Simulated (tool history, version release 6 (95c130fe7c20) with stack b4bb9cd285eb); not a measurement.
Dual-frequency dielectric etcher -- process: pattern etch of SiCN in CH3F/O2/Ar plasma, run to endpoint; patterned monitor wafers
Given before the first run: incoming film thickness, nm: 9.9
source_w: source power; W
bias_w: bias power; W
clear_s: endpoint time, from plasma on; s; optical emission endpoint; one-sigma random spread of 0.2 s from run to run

run,day,source_w,bias_w,clear_s
1,0,320,76,28.908
2,0.267,330,77,28.245
3,0.496,300,77,29.259
4,0.812,310,78,28.789
5,1.046,320,79,28.294
6,1.192,300,79,28.9
7,1.567,310,80,28.499
# day 1.825: source power generator calibrated
8,1.825,320,81,28.386

What does the tool deliver on the next run?
9,2.058,330,83,?

clear_s: 27.411 s

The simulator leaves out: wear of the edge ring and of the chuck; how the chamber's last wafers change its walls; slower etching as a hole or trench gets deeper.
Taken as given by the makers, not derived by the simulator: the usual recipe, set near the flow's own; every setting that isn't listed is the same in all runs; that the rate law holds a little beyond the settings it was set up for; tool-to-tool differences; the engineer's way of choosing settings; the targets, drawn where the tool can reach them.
